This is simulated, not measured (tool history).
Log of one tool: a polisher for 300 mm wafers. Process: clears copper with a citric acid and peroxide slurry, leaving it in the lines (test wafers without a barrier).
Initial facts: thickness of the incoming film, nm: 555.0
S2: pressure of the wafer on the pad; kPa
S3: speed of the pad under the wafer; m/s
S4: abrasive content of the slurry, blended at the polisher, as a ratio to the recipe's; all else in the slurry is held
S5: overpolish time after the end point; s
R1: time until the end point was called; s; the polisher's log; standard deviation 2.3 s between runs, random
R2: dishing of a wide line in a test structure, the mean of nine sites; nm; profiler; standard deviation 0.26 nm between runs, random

{"run": 1, "hour": 0.0, "flow of slurry (ml/min)": 305, "S2": 26.9, "S3": 1.18, "S4": 1, "S5": 16, "R1": 151.79, "R2": 41.291}
{"run": 2, "hour": 7.8, "flow of slurry (ml/min)": 235, "S2": 26.9, "S3": 1.18, "S4": 1, "S5": 16, "R1": 153.23, "R2": 39.389}
{"run": 3, "hour": 15.0, "flow of slurry (ml/min)": 225, "S2": 24.8, "S3": 1.24, "S4": 1, "S5": 14, "R1": 154.69, "R2": 35.063}
{"run": 4, "hour": 23.9, "flow of slurry (ml/min)": 215, "S2": 22.8, "S3": 1.3, "S4": 1, "S5": 12, "R1": 160.7, "R2": 29.579}
{"run": 5, "hour": 26.0, "flow of slurry (ml/min)": 210, "S2": 20.7, "S3": 1.42, "S4": 0.95, "S5": 11, "R1": 166.72, "R2": 27.321}
{"run": 6, "hour": 27.4, "flow of slurry (ml/min)": 205, "S2": 18.6, "S3": 1.48, "S4": 1.05, "S5": 10, "R1": 170.98, "R2": 23.269}
{"run": 7, "hour": 28.7, "flow of slurry (ml/min)": 205, "S2": 18.6, "S3": 1.48, "S4": 1.05, "S5": 10, "R1": 176.25, "R2": 23.8}
{"run": 8, "hour": 33.2, "flow of slurry (ml/min)": 200, "S2": 17.9, "S3": 1.56, "S4": 1.15, "S5": 9, "R1": 165.26, "R2": 21.648}

What will run 9 give?
{"run": 9, "hour": 38.9, "flow of slurry (ml/min)": 195, "S2": 17.9, "S3": 1.62, "S4": 1.2, "S5": 8, "R1": "?", "R2": "?"}

Run 9 gave R1 160.08 s, R2 20.5 nm.
